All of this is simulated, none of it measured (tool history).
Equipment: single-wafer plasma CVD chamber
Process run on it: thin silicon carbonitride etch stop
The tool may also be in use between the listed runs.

run	hour	RF power (W)	deposition time (s)	mean film thickness on the monitor wafer (angstrom)
1	0	205	10.2	53.675
2	1.3	210	10.3	54.814
3	8.8	215	10.3	55.041
4	11.1	215	11.4	60.801
5	14.4	235	11.4	62.116
6	18	235	10.4	56.742

Run 7 is up next; what results do you expect?
7	25	240	10.5	?

mean film thickness on the monitor wafer (angstrom): 57.815
